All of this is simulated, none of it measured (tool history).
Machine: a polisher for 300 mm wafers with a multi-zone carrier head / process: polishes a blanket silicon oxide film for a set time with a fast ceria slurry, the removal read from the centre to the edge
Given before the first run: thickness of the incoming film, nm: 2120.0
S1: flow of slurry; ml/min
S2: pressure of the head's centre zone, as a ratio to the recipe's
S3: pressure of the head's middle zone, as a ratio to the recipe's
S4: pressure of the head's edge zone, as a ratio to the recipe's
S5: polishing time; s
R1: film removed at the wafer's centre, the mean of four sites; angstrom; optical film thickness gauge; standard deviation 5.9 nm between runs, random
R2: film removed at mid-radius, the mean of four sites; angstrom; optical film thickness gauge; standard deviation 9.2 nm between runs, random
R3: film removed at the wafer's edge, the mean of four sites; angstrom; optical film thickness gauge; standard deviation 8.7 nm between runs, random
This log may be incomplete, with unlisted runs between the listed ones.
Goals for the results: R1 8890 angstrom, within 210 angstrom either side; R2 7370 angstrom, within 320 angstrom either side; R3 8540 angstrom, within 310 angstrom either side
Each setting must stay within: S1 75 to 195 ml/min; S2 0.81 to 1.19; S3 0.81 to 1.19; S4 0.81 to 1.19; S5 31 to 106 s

run,day,S1,S2,S3,S4,S5,R1,R2,R3
1,0,125,1,1,1,68,6205.6,6224.7,6296.2
2,0.079,135,1.02,0.99,1.04,70,6596.9,6238.2,6727.5
3,0.35,120,1.02,0.99,1.04,70,6437.1,6311.7,6633.1
4,0.579,130,1.05,1,1.07,72,6872.2,6508.2,6962.2
5,0.812,110,1.05,1,1.07,72,6636.6,6354.2,6851.1
6,1.083,120,1.07,1,1.09,74,7029.5,6707,7158.9
7,1.188,130,1.09,0.99,1.11,75,7380.3,6816,7351.9
8,1.542,140,1.1,0.98,1.13,76,7596.8,7012.5,7596.6
9,1.65,145,1.11,0.96,1.14,77,7889.7,6973.2,7733.6
10,1.946,150,1.11,0.95,1.15,78,8025.4,6861.8,7856.7
11,2.05,155,1.11,0.95,1.16,79,8171.5,7309.9,8124.7
12,2.092,160,1.12,0.94,1.17,79,8238.8,7133.7,8166.5
13,2.433,165,1.13,0.94,1.17,79,8355.3,6899.8,8066.1
14,2.717,165,1.13,0.94,1.17,80,8440.8,7046.8,8213.5
15,2.775,170,1.14,0.95,1.18,81,8675.2,7468.1,8232.9
16,3.108,170,1.14,0.94,1.18,81,8623.9,7253.5,8390.9

Exactly one of the 4 candidate moves below puts every result within its allowed miss. Which one?
A,3.442,170,1.18,0.95,1.16,78,?,?,?
B,3.442,175,1.12,0.91,1.12,84,?,?,?
C,3.442,195,1.07,0.93,1.12,82,?,?,?
D,3.442,190,1.12,1.01,1.11,79,?,?,?

move,R1,R2,R3
A,8663.8,7096.4,8106.1
B,8930.7,7402.1,8607.9
C,8491,7457.5,8481.4
D,8501.3,7674.7,8108.5
A: further off than the last run
B: all results in spec
C: further off than the last run
D: further off than the last run
The right move is B.
